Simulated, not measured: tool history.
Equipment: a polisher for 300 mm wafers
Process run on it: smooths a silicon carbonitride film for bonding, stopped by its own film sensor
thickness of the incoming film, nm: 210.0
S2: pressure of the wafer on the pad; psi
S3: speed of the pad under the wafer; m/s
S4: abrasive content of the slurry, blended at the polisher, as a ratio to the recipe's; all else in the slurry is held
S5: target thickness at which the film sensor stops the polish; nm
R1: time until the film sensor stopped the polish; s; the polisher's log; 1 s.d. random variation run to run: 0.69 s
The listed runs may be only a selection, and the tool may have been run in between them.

run 1 hour=0 | flow_of_slurry_(ml/min)=195 S2=2.3 S3=0.74 S4=1 S5=191 | R1=83.909
run 2 hour=8 | flow_of_slurry_(ml/min)=195 S2=2.7 S3=0.74 S4=1 S5=191 | R1=72.471
run 3 hour=14 | flow_of_slurry_(ml/min)=195 S2=2.9 S3=0.76 S4=1 S5=191 | R1=65.731
run 4 hour=15.9 | flow_of_slurry_(ml/min)=240 S2=2.9 S3=0.76 S4=1 S5=191 | R1=63.709
run 5 hour=16.7 | flow_of_slurry_(ml/min)=240 S2=2.9 S3=0.76 S4=0.95 S5=191 | R1=66.528
run 6 hour=20.1 | flow_of_slurry_(ml/min)=240 S2=3.1 S3=0.78 S4=0.95 S5=191 | R1=61.137
run 7 hour=20.8 | flow_of_slurry_(ml/min)=240 S2=3.2 S3=0.8 S4=0.95 S5=191 | R1=58.218
run 8 hour=22.1 | flow_of_slurry_(ml/min)=240 S2=3.3 S3=0.82 S4=0.95 S5=191 | R1=54.353

Expected results for the next run?
run 9 hour=28.7 | flow_of_slurry_(ml/min)=240 S2=3.4 S3=0.82 S4=0.95 S5=191 | R1=?

R1: 52.593 s
